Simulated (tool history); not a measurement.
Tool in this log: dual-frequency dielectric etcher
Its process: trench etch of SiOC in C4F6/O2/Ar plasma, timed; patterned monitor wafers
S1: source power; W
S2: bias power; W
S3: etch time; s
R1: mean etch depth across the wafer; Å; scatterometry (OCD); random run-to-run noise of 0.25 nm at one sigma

run,hour,S1,S2,S3,R1
1,0.0,480,135,25.5,524.02
2,6.8,480,135,26.5,546.33
3,8.8,410,116,26.0,459.88
4,16.2,370,112,26.0,429.86
5,18.7,370,135,26.0,469.63
6,24.9,350,126,26.0,445.76

Predict the results of run 7:
7,33.8,330,119,26.0,?

Run 7 measured R1 417.80 Å.
